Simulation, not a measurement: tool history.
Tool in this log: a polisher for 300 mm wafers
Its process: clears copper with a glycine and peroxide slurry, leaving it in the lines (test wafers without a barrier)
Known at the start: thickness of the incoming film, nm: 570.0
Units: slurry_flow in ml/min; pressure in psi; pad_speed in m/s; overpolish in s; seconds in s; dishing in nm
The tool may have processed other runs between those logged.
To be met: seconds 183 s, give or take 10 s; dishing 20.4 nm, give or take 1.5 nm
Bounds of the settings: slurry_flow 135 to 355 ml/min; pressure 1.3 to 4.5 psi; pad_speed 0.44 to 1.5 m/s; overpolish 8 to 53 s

{"run": 1, "hour": 0.0, "slurry_flow": 225, "pressure": 2.9, "pad_speed": 0.96, "overpolish": 27, "seconds": 101.77, "dishing": 61.268}
{"run": 2, "hour": 4.8, "slurry_flow": 225, "pressure": 2.9, "pad_speed": 0.96, "overpolish": 36, "seconds": 108.71, "dishing": 72.148}
{"run": 3, "hour": 9.5, "slurry_flow": 275, "pressure": 2.9, "pad_speed": 0.96, "overpolish": 36, "seconds": 105.94, "dishing": 73.546}
{"run": 4, "hour": 12.2, "slurry_flow": 255, "pressure": 2.7, "pad_speed": 0.92, "overpolish": 32, "seconds": 114.75, "dishing": 65.879}
{"run": 5, "hour": 14.5, "slurry_flow": 285, "pressure": 2.7, "pad_speed": 0.92, "overpolish": 32, "seconds": 113.57, "dishing": 65.773}
{"run": 6, "hour": 23.0, "slurry_flow": 265, "pressure": 2.5, "pad_speed": 0.88, "overpolish": 29, "seconds": 121.97, "dishing": 60.024}
{"run": 7, "hour": 30.9, "slurry_flow": 245, "pressure": 2.3, "pad_speed": 0.84, "overpolish": 26, "seconds": 135.79, "dishing": 53.368}
{"run": 8, "hour": 39.5, "slurry_flow": 230, "pressure": 2.2, "pad_speed": 0.82, "overpolish": 23, "seconds": 141.4, "dishing": 46.996}
{"run": 9, "hour": 43.3, "slurry_flow": 230, "pressure": 2.2, "pad_speed": 0.82, "overpolish": 23, "seconds": 145.1, "dishing": 48.349}
{"run": 10, "hour": 46.6, "slurry_flow": 165, "pressure": 1.4, "pad_speed": 0.8, "overpolish": 10, "seconds": 200.9, "dishing": 18.487}
{"run": 11, "hour": 54.8, "slurry_flow": 170, "pressure": 1.4, "pad_speed": 0.8, "overpolish": 10, "seconds": 202.78, "dishing": 18.109}
{"run": 12, "hour": 59.3, "slurry_flow": 175, "pressure": 1.4, "pad_speed": 0.8, "overpolish": 10, "seconds": 204.34, "dishing": 18.81}
{"run": 13, "hour": 60.0, "slurry_flow": 185, "pressure": 1.5, "pad_speed": 0.82, "overpolish": 9, "seconds": 190.59, "dishing": 17.516}

Exercise: of the 5 proposed moves below, exactly one satisfies all targets within the stated allowed misses. Which move is it?
{"run": "A", "hour": 60.7, "slurry_flow": 200, "pressure": 1.4, "pad_speed": 0.88, "overpolish": 8, "seconds": "?", "dishing": "?"}
{"run": "B", "hour": 60.7, "slurry_flow": 235, "pressure": 1.4, "pad_speed": 0.68, "overpolish": 14, "seconds": "?", "dishing": "?"}
{"run": "C", "hour": 60.7, "slurry_flow": 160, "pressure": 1.9, "pad_speed": 0.72, "overpolish": 10, "seconds": "?", "dishing": "?"}
{"run": "D", "hour": 60.7, "slurry_flow": 230, "pressure": 1.3, "pad_speed": 0.74, "overpolish": 13, "seconds": "?", "dishing": "?"}
{"run": "E", "hour": 60.7, "slurry_flow": 210, "pressure": 1.4, "pad_speed": 0.9, "overpolish": 8, "seconds": "?", "dishing": "?"}

move=A seconds=185.33 dishing=16.055
move=B seconds=215.63 dishing=23.204
move=C seconds=186.03 dishing=19.642
move=D seconds=212.55 dishing=21.964
move=E seconds=181.15 dishing=16.379
A: further off than the last run
B: pushes the last run's worst result past its target
C: meets every target
D: pushes the last run's worst result past its target
E: further off than the last run
So the answer is move C, the one that meets all the targets.
